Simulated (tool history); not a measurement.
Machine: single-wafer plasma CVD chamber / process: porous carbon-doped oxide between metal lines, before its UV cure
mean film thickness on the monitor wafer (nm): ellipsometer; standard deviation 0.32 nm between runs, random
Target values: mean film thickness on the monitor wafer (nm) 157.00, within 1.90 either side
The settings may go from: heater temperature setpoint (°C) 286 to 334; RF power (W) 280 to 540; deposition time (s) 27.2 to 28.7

| run | hour | heater temperature setpoint (°C) | RF power (W) | deposition time (s) | mean film thickness on the monitor wafer (nm) |
|---|---|---|---|---|---|
| 1 | 0.0 | 310 | 410 | 28.7 | 124.26 |
| 2 | 5.4 | 305 | 410 | 28.7 | 128.58 |
| 3 | 6.9 | 310 | 410 | 28.7 | 124.50 |
| 4 | 10.5 | 310 | 435 | 28.7 | 129.63 |
| 5 | 18.1 | 319 | 435 | 28.7 | 122.69 |
| 6 | 19.4 | 308 | 445 | 28.7 | 133.39 |
| 7 | 28.2 | 308 | 445 | 28.7 | 134.29 |
| 8 | 30.8 | 301 | 450 | 28.7 | 140.85 |
| 9 | 32.7 | 296 | 455 | 28.7 | 146.57 |
| 10 | 35.8 | 293 | 455 | 28.7 | 149.93 |
| 11 | 43.7 | 291 | 455 | 28.7 | 151.74 |

Exactly one of the 5 candidate moves below puts every result within its allowed miss. Which one?
| A | 51.6 | 295 | 490 | 28.2 | ? |
| B | 51.6 | 293 | 450 | 27.4 | ? |
| C | 51.6 | 286 | 490 | 27.2 | ? |
| D | 51.6 | 289 | 480 | 27.6 | ? |
| E | 51.6 | 294 | 465 | 28.5 | ? |

| move | mean film thickness on the monitor wafer (nm) |
|---|---|
| A | 152.64 |
| B | 142.13 |
| C | 156.94 |
| D | 153.73 |
| E | 150.04 |
A: better than the last run, though not everything is in spec
B: the biggest miss grows against the last run
C: every result lands within tolerance
D: better than the last run, though not everything is in spec
E: the biggest miss grows against the last run
Answer: C

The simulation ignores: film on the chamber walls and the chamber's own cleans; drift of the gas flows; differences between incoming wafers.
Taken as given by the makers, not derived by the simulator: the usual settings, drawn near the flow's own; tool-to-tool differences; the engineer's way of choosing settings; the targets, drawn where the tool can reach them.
